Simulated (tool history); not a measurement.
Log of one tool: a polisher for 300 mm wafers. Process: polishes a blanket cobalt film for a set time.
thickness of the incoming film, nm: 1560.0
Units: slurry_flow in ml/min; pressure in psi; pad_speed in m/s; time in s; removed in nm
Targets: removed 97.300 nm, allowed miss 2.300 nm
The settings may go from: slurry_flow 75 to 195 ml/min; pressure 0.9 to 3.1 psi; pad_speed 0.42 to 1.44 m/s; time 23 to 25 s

run 1 hour=0.0 | slurry_flow=125 pressure=2.0 pad_speed=0.92 time=25 | removed=109.080
run 2 hour=1.6 | slurry_flow=125 pressure=2.0 pad_speed=1.12 time=25 | removed=130.150
run 3 hour=5.7 | slurry_flow=135 pressure=2.0 pad_speed=1.12 time=25 | removed=133.670
run 4 hour=9.7 | slurry_flow=125 pressure=1.9 pad_speed=1.12 time=25 | removed=125.530
run 5 hour=18.6 | slurry_flow=105 pressure=1.9 pad_speed=1.12 time=25 | removed=121.710
run 6 hour=24.7 | slurry_flow=100 pressure=1.8 pad_speed=1.12 time=25 | removed=114.760
run 7 hour=33.4 | slurry_flow=100 pressure=1.8 pad_speed=1.12 time=25 | removed=113.760
run 8 hour=41.8 | slurry_flow=95 pressure=1.8 pad_speed=1.12 time=25 | removed=115.170
run 9 hour=47.6 | slurry_flow=95 pressure=1.7 pad_speed=1.12 time=25 | removed=108.570
run 10 hour=52.6 | slurry_flow=90 pressure=1.6 pad_speed=1.12 time=25 | removed=100.840

Which of these 5 next moves meets every target?
run A hour=57.6 | slurry_flow=105 pressure=1.2 pad_speed=1.36 time=24 | removed=?
run B hour=57.6 | slurry_flow=95 pressure=1.5 pad_speed=1.18 time=24 | removed=?
run C hour=57.6 | slurry_flow=95 pressure=1.4 pad_speed=1.36 time=24 | removed=?
run D hour=57.6 | slurry_flow=110 pressure=1.4 pad_speed=1.14 time=25 | removed=?
run E hour=57.6 | slurry_flow=135 pressure=1.5 pad_speed=1.04 time=25 | removed=?

move=A removed=91.666
move=B removed=97.295
move=C removed=104.630
move=D removed=93.726
move=E removed=94.254
A: takes the result that was furthest off past its target
B: meets every target
C: further off than the last run
D: takes the result that was furthest off past its target
E: takes the result that was furthest off past its target
Answer: B
